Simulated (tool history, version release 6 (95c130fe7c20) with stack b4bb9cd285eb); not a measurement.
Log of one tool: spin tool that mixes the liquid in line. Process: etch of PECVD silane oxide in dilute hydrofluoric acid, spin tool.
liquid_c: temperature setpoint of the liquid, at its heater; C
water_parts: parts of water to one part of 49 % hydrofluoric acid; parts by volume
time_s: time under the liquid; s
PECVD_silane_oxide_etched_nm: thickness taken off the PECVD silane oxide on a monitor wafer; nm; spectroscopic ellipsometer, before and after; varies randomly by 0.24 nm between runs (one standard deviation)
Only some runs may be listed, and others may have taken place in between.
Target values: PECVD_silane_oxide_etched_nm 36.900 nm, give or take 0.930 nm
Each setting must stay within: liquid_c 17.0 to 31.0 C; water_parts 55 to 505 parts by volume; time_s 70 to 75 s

Run 1, hour 0.0: liquid_c 23.0 C, water_parts 280 parts by volume, time_s 70 s. Result: PECVD_silane_oxide_etched_nm 10.340 nm.
Run 2, hour 4.8: liquid_c 23.0 C, water_parts 280 parts by volume, time_s 75 s. Result: PECVD_silane_oxide_etched_nm 11.160 nm.
Run 3, hour 9.8: liquid_c 23.0 C, water_parts 280 parts by volume, time_s 70 s. Result: PECVD_silane_oxide_etched_nm 10.246 nm.
Run 4, hour 16.1: liquid_c 24.0 C, water_parts 255 parts by volume, time_s 70 s. Result: PECVD_silane_oxide_etched_nm 12.123 nm.
Run 5, hour 20.3: liquid_c 24.0 C, water_parts 255 parts by volume, time_s 70 s. Result: PECVD_silane_oxide_etched_nm 11.942 nm.
Run 6, hour 22.8: liquid_c 24.5 C, water_parts 235 parts by volume, time_s 70 s. Result: PECVD_silane_oxide_etched_nm 13.829 nm.
Run 7, hour 27.1: liquid_c 25.0 C, water_parts 220 parts by volume, time_s 70 s. Result: PECVD_silane_oxide_etched_nm 15.075 nm.
Run 8, hour 34.6: liquid_c 25.0 C, water_parts 220 parts by volume, time_s 70 s. Result: PECVD_silane_oxide_etched_nm 15.145 nm.
Run 9, hour 37.5: liquid_c 25.5 C, water_parts 205 parts by volume, time_s 70 s. Result: PECVD_silane_oxide_etched_nm 16.680 nm.
Run 10, hour 44.6: liquid_c 26.0 C, water_parts 190 parts by volume, time_s 70 s. Result: PECVD_silane_oxide_etched_nm 18.695 nm.
Run 11, hour 46.4: liquid_c 26.5 C, water_parts 180 parts by volume, time_s 70 s. Result: PECVD_silane_oxide_etched_nm 20.411 nm.
Run 12, hour 51.9: liquid_c 27.0 C, water_parts 170 parts by volume, time_s 70 s. Result: PECVD_silane_oxide_etched_nm 22.167 nm.
Run 13, hour 58.5: liquid_c 27.0 C, water_parts 170 parts by volume, time_s 70 s. Result: PECVD_silane_oxide_etched_nm 22.366 nm.
Run 14, hour 61.5: liquid_c 27.5 C, water_parts 165 parts by volume, time_s 70 s. Result: PECVD_silane_oxide_etched_nm 23.380 nm.

Below are 5 possible settings for the next run. Only one of them brings all results inside the allowed miss of their targets. Which is it?
Run A, hour 64.5: liquid_c 27.0 C, water_parts 110 parts by volume, time_s 75 s. Result: PECVD_silane_oxide_etched_nm ?.
Run B, hour 64.5: liquid_c 25.5 C, water_parts 195 parts by volume, time_s 70 s. Result: PECVD_silane_oxide_etched_nm ?.
Run C, hour 64.5: liquid_c 30.0 C, water_parts 125 parts by volume, time_s 75 s. Result: PECVD_silane_oxide_etched_nm ?.
Run D, hour 64.5: liquid_c 29.0 C, water_parts 125 parts by volume, time_s 75 s. Result: PECVD_silane_oxide_etched_nm ?.
Run E, hour 64.5: liquid_c 29.0 C, water_parts 120 parts by volume, time_s 75 s. Result: PECVD_silane_oxide_etched_nm ?.

move  PECVD_silane_oxide_etched_nm
   A                        39.539
   B                        17.771
   C                        38.166
   D                        36.784
   E                        38.573
A: carries the result that was furthest off beyond its target, to the other side
B: misses by more than the last run did
C: carries the result that was furthest off beyond its target, to the other side
D: every result lands within tolerance
E: carries the result that was furthest off beyond its target, to the other side
The move that meets every target is D.
